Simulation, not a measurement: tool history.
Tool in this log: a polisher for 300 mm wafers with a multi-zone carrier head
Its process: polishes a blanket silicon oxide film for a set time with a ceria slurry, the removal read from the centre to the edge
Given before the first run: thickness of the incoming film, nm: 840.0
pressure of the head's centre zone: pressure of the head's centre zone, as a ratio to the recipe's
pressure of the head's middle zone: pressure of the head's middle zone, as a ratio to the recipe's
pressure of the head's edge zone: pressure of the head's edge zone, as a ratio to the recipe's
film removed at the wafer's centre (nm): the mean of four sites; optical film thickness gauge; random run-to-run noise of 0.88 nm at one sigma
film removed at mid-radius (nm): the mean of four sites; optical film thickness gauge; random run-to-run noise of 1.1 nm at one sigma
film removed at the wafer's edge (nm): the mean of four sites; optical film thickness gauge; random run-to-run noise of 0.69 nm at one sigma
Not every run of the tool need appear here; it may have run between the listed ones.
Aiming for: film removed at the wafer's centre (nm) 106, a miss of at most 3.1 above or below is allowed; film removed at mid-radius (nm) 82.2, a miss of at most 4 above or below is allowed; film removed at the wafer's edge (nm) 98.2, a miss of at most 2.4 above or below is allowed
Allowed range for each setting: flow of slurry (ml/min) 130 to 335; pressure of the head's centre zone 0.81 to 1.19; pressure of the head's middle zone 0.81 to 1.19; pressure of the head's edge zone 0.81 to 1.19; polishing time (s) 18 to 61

run	hour	flow of slurry (ml/min)	pressure of the head's centre zone	pressure of the head's middle zone	pressure of the head's edge zone	polishing time (s)	film removed at the wafer's centre (nm)	film removed at mid-radius (nm)	film removed at the wafer's edge (nm)
1	0	215	1	1	1	39	177.07	174.74	181.08
2	6.3	215	1	1	0.93	39	174.42	178.54	175.57
3	10.2	215	0.95	1	0.93	39	164.04	174.56	176.21
4	18.4	195	0.98	0.95	0.93	34	147.78	145.62	152.69
5	26.5	145	0.98	0.95	0.93	34	138.8	138.58	147.78
6	32.8	145	1.01	0.92	0.93	30	126.47	119.22	127.81
7	34.5	140	1.03	0.89	0.95	28	119.1	105.38	121.5
# hour 39.5: edge zone pressure recalibrated
8	39.5	140	1.05	0.87	0.94	27	118.15	102.12	112.46
9	43.4	130	1.11	0.81	1.04	20	88.881	72.434	84.781

Exactly one of the 4 candidate moves below puts every result within its allowed miss. Which one?
A	47.3	135	1.14	0.82	1.02	23	?	?	?
B	47.3	145	1.16	0.9	0.99	21	?	?	?
C	47.3	130	0.83	0.85	1.19	23	?	?	?
D	47.3	130	0.81	0.95	1.19	22	?	?	?

move	film removed at the wafer's centre (nm)	film removed at mid-radius (nm)	film removed at the wafer's edge (nm)
A	106.41	83.261	99.329
B	100.93	82.206	90.439
C	76.412	84.473	106.61
D	71.353	86.967	101.86
A: all results in spec
B: closes in on the targets versus the last run, not all within tolerance yet
C: moves the result that the last run missed by most past its target, out the other side
D: moves the result that the last run missed by most past its target, out the other side
Answer: A

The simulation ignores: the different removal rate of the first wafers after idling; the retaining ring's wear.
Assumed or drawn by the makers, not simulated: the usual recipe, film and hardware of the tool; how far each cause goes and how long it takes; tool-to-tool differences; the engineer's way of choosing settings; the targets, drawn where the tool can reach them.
